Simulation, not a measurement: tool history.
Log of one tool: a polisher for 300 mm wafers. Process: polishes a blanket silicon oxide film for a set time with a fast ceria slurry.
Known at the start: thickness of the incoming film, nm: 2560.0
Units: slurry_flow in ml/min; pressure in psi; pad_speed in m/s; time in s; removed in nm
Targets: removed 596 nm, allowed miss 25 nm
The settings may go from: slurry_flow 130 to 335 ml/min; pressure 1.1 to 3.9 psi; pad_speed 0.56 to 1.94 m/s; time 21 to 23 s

Run 1, hour 0: slurry_flow 215 ml/min, pressure 2.5 psi, pad_speed 1.24 m/s, time 23 s. Result: removed 443.86 nm.
Run 2, hour 8.5: slurry_flow 215 ml/min, pressure 2.5 psi, pad_speed 1.38 m/s, time 23 s. Result: removed 512.97 nm.
Run 3, hour 13.6: slurry_flow 195 ml/min, pressure 2.5 psi, pad_speed 1.38 m/s, time 23 s. Result: removed 500.97 nm.
Run 4, hour 15.3: slurry_flow 195 ml/min, pressure 2.5 psi, pad_speed 1.38 m/s, time 23 s. Result: removed 499.32 nm.
Run 5, hour 23.7: slurry_flow 200 ml/min, pressure 2.6 psi, pad_speed 1.38 m/s, time 23 s. Result: removed 523.9 nm.
Run 6, hour 27.3: slurry_flow 235 ml/min, pressure 2.6 psi, pad_speed 1.38 m/s, time 23 s. Result: removed 516.99 nm.
Run 7, hour 33.9: slurry_flow 235 ml/min, pressure 2.7 psi, pad_speed 1.38 m/s, time 23 s. Result: removed 543.05 nm.
Run 8, hour 34.6: slurry_flow 235 ml/min, pressure 2.8 psi, pad_speed 1.38 m/s, time 23 s. Result: removed 561.24 nm.

5 next moves are on the table. One of them brings every result within its allowed miss. Which?
Run A, hour 35.3: slurry_flow 275 ml/min, pressure 2.1 psi, pad_speed 1.68 m/s, time 23 s. Result: removed ?.
Run B, hour 35.3: slurry_flow 260 ml/min, pressure 3.5 psi, pad_speed 1.06 m/s, time 22 s. Result: removed ?.
Run C, hour 35.3: slurry_flow 190 ml/min, pressure 3.4 psi, pad_speed 1.48 m/s, time 22 s. Result: removed ?.
Run D, hour 35.3: slurry_flow 260 ml/min, pressure 3 psi, pad_speed 1.46 m/s, time 23 s. Result: removed ?.
Run E, hour 35.3: slurry_flow 250 ml/min, pressure 3.1 psi, pad_speed 1.32 m/s, time 23 s. Result: removed ?.

move  removed
   A   525.85
   B   526.15
   C   690.96
   D   645.51
   E   602.53
A: further off than the last run
B: further off than the last run
C: takes the result that was furthest off past its target
D: takes the result that was furthest off past its target
E: meets every target
Answer: E

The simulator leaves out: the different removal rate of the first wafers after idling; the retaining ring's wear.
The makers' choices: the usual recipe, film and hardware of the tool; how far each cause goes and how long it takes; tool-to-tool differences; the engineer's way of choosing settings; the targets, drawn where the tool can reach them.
